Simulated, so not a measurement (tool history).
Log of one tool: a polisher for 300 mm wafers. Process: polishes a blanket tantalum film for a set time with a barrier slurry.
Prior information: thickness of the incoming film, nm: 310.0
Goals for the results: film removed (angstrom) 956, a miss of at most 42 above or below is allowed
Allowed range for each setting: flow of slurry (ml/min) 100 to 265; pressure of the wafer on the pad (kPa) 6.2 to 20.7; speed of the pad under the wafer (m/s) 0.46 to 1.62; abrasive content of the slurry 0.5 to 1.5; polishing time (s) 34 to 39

run  hour  flow of slurry (ml/min)  pressure of the wafer on the pad (kPa)  speed of the pad under the wafer (m/s)  abrasive content of the slurry  polishing time (s)  film removed (angstrom)
  1     0                      170                                    13.1                                    1.04                               1                  39                   567.75
  2   4.5                      210                                    13.1                                    1.04                               1                  39                   582.04
  3  12.1                      210                                    13.8                                    1.04                               1                  39                   600.12
  4    17                      210                                    13.8                                    1.04                               1                  34                   526.08
  5  23.3                      210                                    14.5                                    1.08                               1                  34                   579.36
  6    26                      210                                    14.5                                    1.08                               1                  34                   572.07
  7  29.1                      210                                    15.2                                    1.12                               1                  34                   617.97
  8  31.6                      210                                    15.9                                    1.14                               1                  34                   652.54
  9  34.9                      210                                    16.5                                    1.16                               1                  34                   691.46
 10  43.5                      210                                    17.2                                    1.18                               1                  34                   720.83
 11  47.8                      210                                    17.9                                     1.2                               1                  34                   769.42
 12  51.3                      210                                    18.6                                    1.22                               1                  34                   808.32
 13  53.7                      210                                    18.6                                    1.24                               1                  34                   805.97
 14  56.3                      210                                    18.6                                    1.26                               1                  34                    828.3
 15  61.6                      210                                      20                                     1.3                               1                  34                   920.56

5 candidate next runs follow, results not yet known. Just one meets every target within its allowed miss. Identify it.
  A  66.9                      255                                    17.2                                    1.56                             0.9                  36                        ?
  B  66.9                      175                                    16.5                                    1.36                             0.9                  39                        ?
  C  66.9                      190                                      20                                    1.26                            0.95                  34                        ?
  D  66.9                      235                                    14.5                                    1.58                             1.2                  37                        ?
  E  66.9                      215                                    20.7                                    1.06                            1.05                  36                        ?

move  film removed (angstrom)
   A                   940.38
   B                   838.79
   C                   848.53
   D                   859.28
   E                   846.32
A: hits every target within its allowed miss
B: lands further from the targets than the last run did
C: lands further from the targets than the last run did
D: lands further from the targets than the last run did
E: lands further from the targets than the last run did
Go with A: it meets all targets.
